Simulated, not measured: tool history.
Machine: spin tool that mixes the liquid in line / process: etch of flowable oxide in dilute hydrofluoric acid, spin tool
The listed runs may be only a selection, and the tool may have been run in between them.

run    day  temperature setpoint of the liquid (°C)  parts of water to one part of 49 % hydrofluoric acid (parts by volume)  time under the liquid (s)  thickness taken off the flowable oxide on a monitor wafer (angstrom)
  1  0.000                                     21.0                                                                     135                         20                                                                26.894
  2  0.333                                     23.5                                                                     135                         20                                                                29.618
  3  0.521                                     23.5                                                                      85                         20                                                                49.514
  4  0.571                                     23.5                                                                      85                         20                                                                49.882
  5  0.721                                     27.0                                                                      85                         20                                                                57.543
  6  0.875                                     24.0                                                                     100                         20                                                                42.639
  7  1.238                                     22.0                                                                     110                         20                                                                35.258
  8  1.354                                     20.5                                                                     115                         20                                                                31.610
  9  1.492                                     19.5                                                                     120                         20                                                                29.008

Run 10 comes next. What will it give?
 10  1.733                                     17.0                                                                     135                         20                                                                     ?

For run 10 the tool returned thickness taken off the flowable oxide on a monitor wafer (angstrom) 22.919.
